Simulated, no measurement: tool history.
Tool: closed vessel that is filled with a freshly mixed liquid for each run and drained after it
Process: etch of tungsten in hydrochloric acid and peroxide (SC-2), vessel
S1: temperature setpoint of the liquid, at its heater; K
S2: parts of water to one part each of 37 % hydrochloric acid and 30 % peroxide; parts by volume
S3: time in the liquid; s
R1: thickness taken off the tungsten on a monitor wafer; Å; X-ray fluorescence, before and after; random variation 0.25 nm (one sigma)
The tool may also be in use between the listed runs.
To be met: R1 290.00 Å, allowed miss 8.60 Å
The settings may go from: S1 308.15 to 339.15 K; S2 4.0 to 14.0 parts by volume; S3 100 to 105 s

run  hour      S1    S2   S3      R1
  1   0.0  323.15   7.5  100  438.25
  2   0.6  323.15  10.0  100  340.40
  3   1.3  323.15   9.0  100  369.53
  4   5.0  322.65   9.0  100  362.46
  5   9.5  327.65   9.0  100  501.50
     10.2  -- new drum of peroxide connected
  6  10.2  326.15   9.0  100  473.62
  7  16.9  325.15   9.0  100  441.15
  8  25.7  317.65   9.0  100  265.29

5 next moves are on the table. One of them brings every result within its allowed miss. Which?
  A  34.5  322.65  13.0  100   ?
  B  34.5  313.65   6.0  100   ?
  C  34.5  316.65   9.0  100   ?
  D  34.5  318.65   9.5  105   ?
  E  34.5  315.15   8.5  105   ?

move      R1
   A  274.54
   B  277.13
   C  248.73
   D  286.78
   E  246.42
A: nearer than the last run, and not there yet
B: nearer than the last run, and not there yet
C: further off than the last run
D: meets every target
E: further off than the last run
The right move is D.
